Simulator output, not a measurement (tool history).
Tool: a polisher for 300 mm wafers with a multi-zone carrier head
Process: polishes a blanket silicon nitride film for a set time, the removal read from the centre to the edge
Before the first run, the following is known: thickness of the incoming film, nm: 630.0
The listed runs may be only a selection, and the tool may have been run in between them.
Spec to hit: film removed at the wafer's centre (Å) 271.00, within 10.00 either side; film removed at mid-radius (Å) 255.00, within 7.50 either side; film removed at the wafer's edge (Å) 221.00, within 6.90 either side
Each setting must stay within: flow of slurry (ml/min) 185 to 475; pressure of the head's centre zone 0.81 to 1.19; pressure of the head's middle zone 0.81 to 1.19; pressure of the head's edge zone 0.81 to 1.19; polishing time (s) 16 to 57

run    day  flow of slurry (ml/min)  pressure of the head's centre zone  pressure of the head's middle zone  pressure of the head's edge zone  polishing time (s)  film removed at the wafer's centre (Å)  film removed at mid-radius (Å)  film removed at the wafer's edge (Å)
  1  0.000                      305                                1.00                                1.00                              1.00                  36                                  404.81                          404.84                                392.97
  2  0.262                      305                                1.00                                1.00                              1.05                  36                                  402.31                          408.50                                394.90
  3  0.625                      305                                1.03                                1.00                              1.05                  36                                  423.53                          406.79                                400.65
  4  0.683                      305                                0.97                                1.00                              1.05                  36                                  397.31                          404.84                                396.00
  5  0.879                      310                                1.01                                1.02                              1.02                  32                                  369.41                          364.83                                346.33
  6  1.008                      320                                1.02                                1.03                              1.01                  29                                  333.57                          336.30                                313.97
  7  1.338                      320                                1.04                                1.04                              0.99                  27                                  318.65                          319.05                                292.21
  8  1.412                      320                                1.04                                1.04                              0.99                  27                                  323.23                          315.20                                290.49
  9  1.433                      320                                1.04                                1.04                              0.99                  27                                  320.39                          313.06                                291.26
 10  1.567                      320                                1.05                                1.05                              0.97                  26                                  315.38                          308.83                                277.90
 11  1.604                      320                                1.05                                1.05                              0.94                  25                                  298.15                          294.91                                264.03
 12  1.650                      320                                1.06                                1.05                              0.92                  24                                  291.30                          283.89                                251.10
 13  1.838                      315                                1.06                                1.04                              0.90                  24                                  291.91                          280.22                                247.09
 14  1.962                      310                                1.06                                1.03                              0.88                  24                                  294.98                          276.34                                242.47
 15  2.233                      305                                1.05                                1.02                              0.87                  24                                  291.85                          275.44                                245.94
 16  2.492                      305                                1.07                                1.04                              0.83                  20                                  243.45                          231.76                                198.80
 17  2.850                      330                                1.07                                1.04                              0.84                  20                                  248.40                          237.96                                202.37
 18  3.100                      330                                1.08                                1.05                              0.86                  20                                  247.40                          236.73                                200.58
 19  3.338                      315                                1.09                                1.06                              0.87                  20                                  249.63                          236.93                                200.50
 20  3.392                      325                                1.09                                1.06                              0.88                  20                                  252.58                          236.35                                205.07
 21  3.654                      325                                1.09                                1.06                              0.88                  20                                  251.37                          239.68                                203.17
 22  3.688                      325                                1.09                                1.06                              0.89                  20                                  251.76                          240.33                                205.60
 23  3.912                      325                                1.09                                1.06                              0.89                  20                                  249.77                          237.61                                208.23

Below are 5 possible settings for the next run. Only one of them brings all results inside the allowed miss of their targets. Which is it?
  A  4.138                      300                                1.09                                1.10                              0.81                  20                                       ?                               ?                                     ?
  B  4.138                      295                                1.00                                1.01                              0.99                  19                                       ?                               ?                                     ?
  C  4.138                      200                                1.10                                1.05                              0.85                  23                                       ?                               ?                                     ?
  D  4.138                      330                                1.00                                1.08                              0.91                  21                                       ?                               ?                                     ?
  E  4.138                      305                                1.12                                1.03                              0.93                  21                                       ?                               ?                                     ?

move  film removed at the wafer's centre (Å)  film removed at mid-radius (Å)  film removed at the wafer's edge (Å)
   A                                  251.73                          242.32                                194.62
   B                                  218.68                          213.73                                202.65
   C                                  274.43                          253.19                                219.38
   D                                  244.90                          252.99                                216.96
   E                                  272.03                          240.91                                217.98
A: further off than the last run
B: further off than the last run
C: each result inside its tolerance
D: puts the biggest miss on target and leaves a different result outside tolerance
E: closer than the last run, but not yet in spec
Answer: C

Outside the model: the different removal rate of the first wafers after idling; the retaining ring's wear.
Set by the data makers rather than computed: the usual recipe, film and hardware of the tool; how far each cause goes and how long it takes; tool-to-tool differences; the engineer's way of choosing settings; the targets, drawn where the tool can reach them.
